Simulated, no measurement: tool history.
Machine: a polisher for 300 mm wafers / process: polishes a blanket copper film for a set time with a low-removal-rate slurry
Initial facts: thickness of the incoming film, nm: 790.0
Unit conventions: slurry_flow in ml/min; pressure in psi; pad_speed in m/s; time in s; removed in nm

run	hour	slurry_flow	pressure	pad_speed	slurry_solids	time	removed
1	0	225	2.5	1.3	1	81	257.87
2	4.5	225	2.6	1.3	1	81	272.69
3	7.4	225	2.6	1.3	0.85	81	269.56
4	15.9	225	3	1.3	0.85	81	302.49
5	19.7	190	3	1.3	0.85	81	301.63
6	23	190	3	1	0.85	81	231.74
7	25.8	190	3	1	0.85	81	235.21
8	28.7	190	3.2	1	0.85	81	248.65
9	33.1	190	3.3	1.02	0.85	81	260.44

Expected results for the next run?
10	35	190	3.4	1.04	0.85	81	?

{"run 10": {"removed": 268.89}}
